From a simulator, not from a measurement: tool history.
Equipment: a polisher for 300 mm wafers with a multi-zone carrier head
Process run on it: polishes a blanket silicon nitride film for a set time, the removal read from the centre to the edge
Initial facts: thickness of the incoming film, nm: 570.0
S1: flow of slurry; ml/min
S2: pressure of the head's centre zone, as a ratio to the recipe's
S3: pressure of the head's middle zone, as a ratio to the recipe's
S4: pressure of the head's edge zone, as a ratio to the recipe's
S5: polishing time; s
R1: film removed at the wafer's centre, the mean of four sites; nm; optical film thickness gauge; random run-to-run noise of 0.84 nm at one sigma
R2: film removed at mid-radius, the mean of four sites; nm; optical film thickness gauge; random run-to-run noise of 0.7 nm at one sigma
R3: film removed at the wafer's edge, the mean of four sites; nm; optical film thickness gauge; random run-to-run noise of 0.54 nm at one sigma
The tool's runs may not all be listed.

Run 1, hour 0.0: S1 140 ml/min, S2 1.00, S3 1.00, S4 1.00, S5 76 s. Result: R1 134.040 nm, R2 135.860 nm, R3 136.270 nm.
Run 2, hour 4.5: S1 130 ml/min, S2 0.98, S3 0.99, S4 0.98, S5 70 s. Result: R1 118.450 nm, R2 123.650 nm, R3 124.870 nm.
Run 3, hour 5.6: S1 125 ml/min, S2 0.97, S3 0.97, S4 0.96, S5 65 s. Result: R1 110.360 nm, R2 110.680 nm, R3 113.640 nm.
Run 4, hour 10.8: S1 120 ml/min, S2 0.95, S3 0.97, S4 0.95, S5 61 s. Result: R1 100.060 nm, R2 104.550 nm, R3 106.090 nm.
Run 5, hour 14.3: S1 120 ml/min, S2 0.95, S3 1.03, S4 0.95, S5 61 s. Result: R1 98.295 nm, R2 107.900 nm, R3 105.090 nm.
Run 6, hour 15.6: S1 120 ml/min, S2 0.99, S3 1.03, S4 0.95, S5 61 s. Result: R1 106.900 nm, R2 110.250 nm, R3 105.200 nm.
Run 7, hour 23.7: S1 115 ml/min, S2 0.97, S3 1.01, S4 0.94, S5 57 s. Result: R1 92.959 nm, R2 99.023 nm, R3 97.339 nm.
Run 8, hour 31.1: S1 110 ml/min, S2 0.96, S3 1.00, S4 0.93, S5 54 s. Result: R1 85.792 nm, R2 93.132 nm, R3 91.159 nm.
Run 9, hour 39.0: S1 110 ml/min, S2 0.95, S3 0.98, S4 0.92, S5 52 s. Result: R1 82.271 nm, R2 88.911 nm, R3 87.837 nm.
Run 10, hour 41.4: S1 95 ml/min, S2 0.88, S3 0.88, S4 0.85, S5 34 s. Result: R1 48.469 nm, R2 49.888 nm, R3 53.288 nm.
Run 11, hour 43.5: S1 105 ml/min, S2 0.88, S3 0.89, S4 0.86, S5 34 s. Result: R1 50.587 nm, R2 51.321 nm, R3 54.763 nm.
Run 12, hour 47.0: S1 110 ml/min, S2 0.88, S3 0.90, S4 0.88, S5 34 s. Result: R1 50.796 nm, R2 52.376 nm, R3 55.672 nm.
Run 13, hour 51.3: S1 110 ml/min, S2 0.89, S3 0.91, S4 0.90, S5 34 s. Result: R1 51.476 nm, R2 53.432 nm, R3 56.120 nm.

Predict the results of run 14:
Run 14, hour 59.8: S1 110 ml/min, S2 0.89, S3 0.91, S4 0.90, S5 34 s. Result: R1 ?, R2 ?, R3 ?.

R1: 51.232 nm
R2: 53.181 nm
R3: 56.656 nm

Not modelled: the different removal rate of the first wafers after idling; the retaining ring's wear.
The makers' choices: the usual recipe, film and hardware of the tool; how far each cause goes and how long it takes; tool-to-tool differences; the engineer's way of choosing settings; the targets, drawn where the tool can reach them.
